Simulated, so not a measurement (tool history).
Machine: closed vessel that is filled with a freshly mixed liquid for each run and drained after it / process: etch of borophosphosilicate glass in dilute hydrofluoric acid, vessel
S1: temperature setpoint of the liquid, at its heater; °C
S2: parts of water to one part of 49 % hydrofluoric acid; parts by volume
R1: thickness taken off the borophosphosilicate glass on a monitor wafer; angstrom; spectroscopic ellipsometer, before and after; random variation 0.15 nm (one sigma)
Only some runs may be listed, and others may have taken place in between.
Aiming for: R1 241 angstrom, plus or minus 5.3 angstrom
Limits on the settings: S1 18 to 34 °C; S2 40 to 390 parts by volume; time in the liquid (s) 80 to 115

run 1 hour=0 | S1=26 S2=215 time_in_the_liquid_(s)=115 | R1=181.42
run 2 hour=0.9 | S1=27 S2=215 time_in_the_liquid_(s)=115 | R1=187.16
run 3 hour=9.6 | S1=29 S2=215 time_in_the_liquid_(s)=115 | R1=203.98
run 4 hour=13 | S1=29 S2=215 time_in_the_liquid_(s)=80 | R1=141.29
run 5 hour=16.5 | S1=28.5 S2=205 time_in_the_liquid_(s)=80 | R1=146.19
run 6 hour=21.2 | S1=28.5 S2=185 time_in_the_liquid_(s)=80 | R1=167.41
run 7 hour=29.6 | S1=28.5 S2=175 time_in_the_liquid_(s)=80 | R1=177.82
run 8 hour=37.4 | S1=28.5 S2=165 time_in_the_liquid_(s)=80 | R1=192.17
run 9 hour=40.6 | S1=28.5 S2=160 time_in_the_liquid_(s)=80 | R1=198.63
run 10 hour=42.2 | S1=28.5 S2=155 time_in_the_liquid_(s)=80 | R1=205.46

Next run, 4 choices. One meets every target within its allowed miss, the rest don't. Which?
run A hour=43.8 | S1=29.5 S2=195 time_in_the_liquid_(s)=85 | R1=?
run B hour=43.8 | S1=30 S2=185 time_in_the_liquid_(s)=110 | R1=?
run C hour=43.8 | S1=27.5 S2=165 time_in_the_liquid_(s)=115 | R1=?
run D hour=43.8 | S1=26.5 S2=205 time_in_the_liquid_(s)=95 | R1=?

move=A R1=171.79
move=B R1=241.42
move=C R1=265.28
move=D R1=162.34
A: lands further from the targets than the last run did
B: all results land within tolerance of their targets
C: moves the result that the last run missed by most past its target, out the other side
D: lands further from the targets than the last run did
B meets every target.
